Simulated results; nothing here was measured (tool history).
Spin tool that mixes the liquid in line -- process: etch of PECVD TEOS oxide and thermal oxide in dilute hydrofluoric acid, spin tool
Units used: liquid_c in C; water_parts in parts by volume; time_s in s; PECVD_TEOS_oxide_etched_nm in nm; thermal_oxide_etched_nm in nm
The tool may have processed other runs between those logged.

run 1 hour=0 | liquid_c=25 water_parts=115 time_s=50 | PECVD_TEOS_oxide_etched_nm=9.9561 thermal_oxide_etched_nm=2.0974
run 2 hour=4.4 | liquid_c=24 water_parts=120 time_s=50 | PECVD_TEOS_oxide_etched_nm=8.877 thermal_oxide_etched_nm=1.9598
run 3 hour=8.9 | liquid_c=24 water_parts=125 time_s=50 | PECVD_TEOS_oxide_etched_nm=8.7491 thermal_oxide_etched_nm=1.8491
run 4 hour=12 | liquid_c=24 water_parts=125 time_s=70 | PECVD_TEOS_oxide_etched_nm=12.168 thermal_oxide_etched_nm=2.618
run 5 hour=17 | liquid_c=23.5 water_parts=135 time_s=70 | PECVD_TEOS_oxide_etched_nm=10.729 thermal_oxide_etched_nm=2.4109
run 6 hour=20.6 | liquid_c=23.5 water_parts=135 time_s=55 | PECVD_TEOS_oxide_etched_nm=8.6462 thermal_oxide_etched_nm=1.8481

For run 7, what comes out?
run 7 hour=21.2 | liquid_c=23 water_parts=140 time_s=55 | PECVD_TEOS_oxide_etched_nm=? thermal_oxide_etched_nm=?

PECVD_TEOS_oxide_etched_nm: 8.091 nm
thermal_oxide_etched_nm: 1.7231 nm

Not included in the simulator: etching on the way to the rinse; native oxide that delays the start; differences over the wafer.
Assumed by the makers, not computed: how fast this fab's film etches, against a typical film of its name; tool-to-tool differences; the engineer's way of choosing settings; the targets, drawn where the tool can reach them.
